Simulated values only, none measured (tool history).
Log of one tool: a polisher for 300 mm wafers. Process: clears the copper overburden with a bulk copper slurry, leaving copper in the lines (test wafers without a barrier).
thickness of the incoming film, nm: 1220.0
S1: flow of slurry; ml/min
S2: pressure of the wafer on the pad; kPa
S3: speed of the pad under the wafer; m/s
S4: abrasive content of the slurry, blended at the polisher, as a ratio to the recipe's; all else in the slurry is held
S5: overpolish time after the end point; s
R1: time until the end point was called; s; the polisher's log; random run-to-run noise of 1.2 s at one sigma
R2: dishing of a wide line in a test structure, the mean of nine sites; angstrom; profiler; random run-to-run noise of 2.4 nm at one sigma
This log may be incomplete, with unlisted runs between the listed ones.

| run | hour | S1 | S2 | S3 | S4 | S5 | R1 | R2 |
|---|---|---|---|---|---|---|---|---|
| 1 | 0.0 | 145 | 20.0 | 1.08 | 1.0 | 26 | 118.88 | 1002.60 |
| 2 | 8.7 | 145 | 20.7 | 1.08 | 1.0 | 26 | 113.16 | 960.13 |
| 3 | 11.7 | 145 | 20.7 | 1.08 | 1.0 | 27 | 111.92 | 984.02 |
| 4 | 17.5 | 145 | 20.7 | 1.08 | 1.0 | 28 | 110.66 | 1043.50 |
| 5 | 24.7 | 150 | 22.1 | 1.08 | 1.0 | 28 | 105.50 | 1038.80 |
| 6 | 26.4 | 125 | 22.1 | 1.08 | 1.0 | 28 | 111.85 | 1043.20 |
| 7 | 27.5 | 130 | 22.1 | 1.08 | 1.0 | 28 | 109.32 | 1026.90 |
| 8 | 32.1 | 135 | 22.1 | 1.08 | 1.0 | 28 | 110.96 | 1061.30 |

What will run 9 give?
| 9 | 39.2 | 135 | 22.1 | 1.08 | 1.0 | 28 | ? | ? |

R1: 106.63 s
R2: 1057.60 angstrom

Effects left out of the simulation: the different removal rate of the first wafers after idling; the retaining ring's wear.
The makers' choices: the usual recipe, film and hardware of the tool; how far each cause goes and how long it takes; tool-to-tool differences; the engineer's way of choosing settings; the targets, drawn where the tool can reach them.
